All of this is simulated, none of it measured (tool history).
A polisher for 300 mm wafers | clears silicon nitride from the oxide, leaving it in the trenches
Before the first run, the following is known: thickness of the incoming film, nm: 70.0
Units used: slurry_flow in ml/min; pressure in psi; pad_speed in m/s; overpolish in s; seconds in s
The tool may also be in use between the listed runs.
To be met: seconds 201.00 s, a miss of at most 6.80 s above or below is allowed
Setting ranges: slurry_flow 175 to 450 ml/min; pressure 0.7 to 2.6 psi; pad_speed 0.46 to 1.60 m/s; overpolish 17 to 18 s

{"run": 1, "day": 0.0, "slurry_flow": 290, "pressure": 1.6, "pad_speed": 1.02, "overpolish": 17, "seconds": 156.27}
{"run": 2, "day": 0.121, "slurry_flow": 290, "pressure": 1.5, "pad_speed": 1.02, "overpolish": 17, "seconds": 169.57}
{"run": 3, "day": 0.154, "slurry_flow": 290, "pressure": 1.5, "pad_speed": 1.24, "overpolish": 17, "seconds": 143.99}
{"run": 4, "day": 0.483, "slurry_flow": 290, "pressure": 1.3, "pad_speed": 1.24, "overpolish": 17, "seconds": 166.9}
{"run": 5, "day": 0.667, "slurry_flow": 290, "pressure": 1.3, "pad_speed": 1.24, "overpolish": 17, "seconds": 165.29}
{"run": 6, "day": 0.996, "slurry_flow": 290, "pressure": 1.3, "pad_speed": 1.24, "overpolish": 17, "seconds": 165.34}
{"run": 7, "day": 1.312, "slurry_flow": 290, "pressure": 1.1, "pad_speed": 1.24, "overpolish": 17, "seconds": 192.81}
{"run": 8, "day": 1.388, "slurry_flow": 290, "pressure": 1.0, "pad_speed": 1.24, "overpolish": 17, "seconds": 207.13}
{"run": 9, "day": 1.458, "slurry_flow": 290, "pressure": 1.0, "pad_speed": 1.26, "overpolish": 17, "seconds": 208.67}

Exercise: of the 4 proposed moves below, exactly one satisfies all targets within the stated allowed misses. Which move is it?
{"run": "A", "day": 1.529, "slurry_flow": 235, "pressure": 1.1, "pad_speed": 1.08, "overpolish": 17, "seconds": "?"}
{"run": "B", "day": 1.529, "slurry_flow": 275, "pressure": 0.9, "pad_speed": 1.32, "overpolish": 17, "seconds": "?"}
{"run": "C", "day": 1.529, "slurry_flow": 280, "pressure": 0.8, "pad_speed": 1.46, "overpolish": 17, "seconds": "?"}
{"run": "D", "day": 1.529, "slurry_flow": 300, "pressure": 1.1, "pad_speed": 1.16, "overpolish": 18, "seconds": "?"}

move=A seconds=219.32
move=B seconds=221.32
move=C seconds=226.56
move=D seconds=202.37
A: moves away from the targets compared with the last run
B: moves away from the targets compared with the last run
C: moves away from the targets compared with the last run
D: meets every target
Answer: D

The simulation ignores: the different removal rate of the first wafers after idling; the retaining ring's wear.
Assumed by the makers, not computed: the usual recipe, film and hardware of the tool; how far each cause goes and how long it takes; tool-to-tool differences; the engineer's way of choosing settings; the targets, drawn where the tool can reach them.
